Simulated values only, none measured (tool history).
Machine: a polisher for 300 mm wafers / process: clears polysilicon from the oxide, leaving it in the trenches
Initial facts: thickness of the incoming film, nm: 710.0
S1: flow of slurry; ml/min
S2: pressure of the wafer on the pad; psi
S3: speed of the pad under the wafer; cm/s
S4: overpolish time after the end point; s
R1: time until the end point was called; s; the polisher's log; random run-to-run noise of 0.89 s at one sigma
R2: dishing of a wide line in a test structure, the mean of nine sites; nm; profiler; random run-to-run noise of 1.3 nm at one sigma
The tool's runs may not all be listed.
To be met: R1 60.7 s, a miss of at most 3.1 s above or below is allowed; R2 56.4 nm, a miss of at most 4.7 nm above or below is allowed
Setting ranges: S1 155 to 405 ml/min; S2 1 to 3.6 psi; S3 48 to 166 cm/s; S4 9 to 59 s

run  hour   S1   S2   S3  S4      R1      R2
  1     0  260  2.3  106  30  46.968  78.894
  2   6.1  260  2.2  106  24  50.691  77.436
  3  13.3  260  2.2  106  34  51.721  76.927
  4  16.6  260  1.9  106  34   57.34  76.412
  5  18.9  260  1.9  130  34  49.556  76.801
  6    27  260  1.9  110  34  56.645  80.734
  7    30  230    2  104  27  57.512  74.538
  8  34.1  210  1.9  108  22  58.049  76.196
  9  38.8  195  1.9  104  18  60.302  73.438

Which single option among these 4 for the next run brings every result within its allowed miss of target? Just one does.
  A  43.5  280  2.3   78  33   ?   ?
  B  43.5  155  2.3   86   9   ?   ?
  C  43.5  155  1.9  114  25   ?   ?
  D  43.5  195  1.9  106  14   ?   ?

move      R1      R2
   A  58.477  79.066
   B   59.28  57.853
   C   58.64  77.608
   D  59.624  68.936
A: misses by more than the last run did
B: all results in spec
C: misses by more than the last run did
D: moves toward the targets from the last run without getting all of them in spec
So the answer is move B, the one that meets all the targets.
